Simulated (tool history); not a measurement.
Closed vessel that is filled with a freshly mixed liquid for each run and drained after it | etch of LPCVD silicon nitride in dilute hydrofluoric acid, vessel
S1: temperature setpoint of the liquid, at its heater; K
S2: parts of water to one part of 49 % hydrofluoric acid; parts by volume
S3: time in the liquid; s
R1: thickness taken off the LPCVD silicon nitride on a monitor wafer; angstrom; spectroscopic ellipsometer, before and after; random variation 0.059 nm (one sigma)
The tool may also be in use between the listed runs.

{"run": 1, "hour": 0.0, "S1": 295.15, "S2": 45, "S3": 850, "R1": 76.173}
{"run": 2, "hour": 4.2, "S1": 295.15, "S2": 45, "S3": 645, "R1": 57.902}
{"run": 3, "hour": 11.8, "S1": 295.15, "S2": 45, "S3": 645, "R1": 58.044}
{"run": 4, "hour": 12.9, "S1": 295.15, "S2": 45, "S3": 645, "R1": 57.833}
{"run": 5, "hour": 19.6, "S1": 296.15, "S2": 45, "S3": 645, "R1": 62.5}
{"run": 6, "hour": 26.4, "S1": 297.15, "S2": 45, "S3": 645, "R1": 66.677}
{"run": 7, "hour": 32.2, "S1": 298.15, "S2": 45, "S3": 645, "R1": 71.099}
{"run": 8, "hour": 39.3, "S1": 298.65, "S2": 45, "S3": 645, "R1": 72.802}

The next listed run, before its measurement:
{"run": 9, "hour": 40.9, "S1": 299.15, "S2": 45, "S3": 645, "R1": "?"}

R1: 76.502 angstrom
